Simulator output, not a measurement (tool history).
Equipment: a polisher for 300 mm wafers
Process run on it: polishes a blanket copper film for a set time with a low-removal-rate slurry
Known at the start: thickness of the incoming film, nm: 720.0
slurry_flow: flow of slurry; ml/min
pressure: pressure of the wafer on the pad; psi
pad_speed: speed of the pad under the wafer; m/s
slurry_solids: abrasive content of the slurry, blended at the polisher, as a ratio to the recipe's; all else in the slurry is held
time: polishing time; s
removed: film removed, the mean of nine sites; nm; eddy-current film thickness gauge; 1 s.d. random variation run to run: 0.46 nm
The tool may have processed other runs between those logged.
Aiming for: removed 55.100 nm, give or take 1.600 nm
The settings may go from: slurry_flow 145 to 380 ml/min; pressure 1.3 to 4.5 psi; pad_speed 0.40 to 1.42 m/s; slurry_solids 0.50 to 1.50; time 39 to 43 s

Run 1, hour 0.0: slurry_flow 245 ml/min, pressure 2.9 psi, pad_speed 0.90 m/s, slurry_solids 1.00, time 43 s. Result: removed 91.752 nm.
Run 2, hour 4.0: slurry_flow 245 ml/min, pressure 2.7 psi, pad_speed 0.90 m/s, slurry_solids 1.00, time 43 s. Result: removed 85.923 nm.
Run 3, hour 12.0: slurry_flow 195 ml/min, pressure 2.7 psi, pad_speed 0.90 m/s, slurry_solids 1.00, time 43 s. Result: removed 82.777 nm.
Run 4, hour 16.5: slurry_flow 190 ml/min, pressure 2.5 psi, pad_speed 0.90 m/s, slurry_solids 1.00, time 43 s. Result: removed 75.961 nm.
Run 5, hour 23.7: slurry_flow 170 ml/min, pressure 2.5 psi, pad_speed 0.90 m/s, slurry_solids 1.00, time 43 s. Result: removed 74.875 nm.
Run 6, hour 30.3: slurry_flow 170 ml/min, pressure 2.4 psi, pad_speed 0.90 m/s, slurry_solids 1.00, time 43 s. Result: removed 72.360 nm.
Run 7, hour 32.4: slurry_flow 170 ml/min, pressure 2.3 psi, pad_speed 0.90 m/s, slurry_solids 1.00, time 43 s. Result: removed 69.471 nm.
Run 8, hour 39.7: slurry_flow 170 ml/min, pressure 2.3 psi, pad_speed 0.90 m/s, slurry_solids 1.00, time 43 s. Result: removed 68.747 nm.
Run 9, hour 42.2: slurry_flow 170 ml/min, pressure 2.2 psi, pad_speed 0.90 m/s, slurry_solids 1.00, time 43 s. Result: removed 65.909 nm.
Run 10, hour 51.1: slurry_flow 170 ml/min, pressure 2.1 psi, pad_speed 0.90 m/s, slurry_solids 1.00, time 43 s. Result: removed 64.312 nm.
Run 11, hour 58.9: slurry_flow 170 ml/min, pressure 1.6 psi, pad_speed 0.90 m/s, slurry_solids 1.00, time 43 s. Result: removed 48.391 nm.

Which single option among these 5 for the next run brings every result within its allowed miss of target? Just one does.
Run A, hour 66.7: slurry_flow 210 ml/min, pressure 1.5 psi, pad_speed 1.08 m/s, slurry_solids 1.00, time 42 s. Result: removed ?.
Run B, hour 66.7: slurry_flow 175 ml/min, pressure 1.7 psi, pad_speed 0.88 m/s, slurry_solids 1.10, time 43 s. Result: removed ?.
Run C, hour 66.7: slurry_flow 150 ml/min, pressure 1.9 psi, pad_speed 0.94 m/s, slurry_solids 1.05, time 43 s. Result: removed ?.
Run D, hour 66.7: slurry_flow 145 ml/min, pressure 1.9 psi, pad_speed 0.94 m/s, slurry_solids 1.05, time 43 s. Result: removed ?.
Run E, hour 66.7: slurry_flow 185 ml/min, pressure 1.6 psi, pad_speed 1.12 m/s, slurry_solids 1.05, time 42 s. Result: removed ?.

move  removed
   A   55.186
   B   52.297
   C   59.444
   D   59.052
   E   60.619
A: in spec on every target
B: an improvement on the last run, though not all results are within tolerance
C: takes the result that was furthest off past its target
D: takes the result that was furthest off past its target
E: takes the result that was furthest off past its target
A is the move that brings every result within its allowed miss.

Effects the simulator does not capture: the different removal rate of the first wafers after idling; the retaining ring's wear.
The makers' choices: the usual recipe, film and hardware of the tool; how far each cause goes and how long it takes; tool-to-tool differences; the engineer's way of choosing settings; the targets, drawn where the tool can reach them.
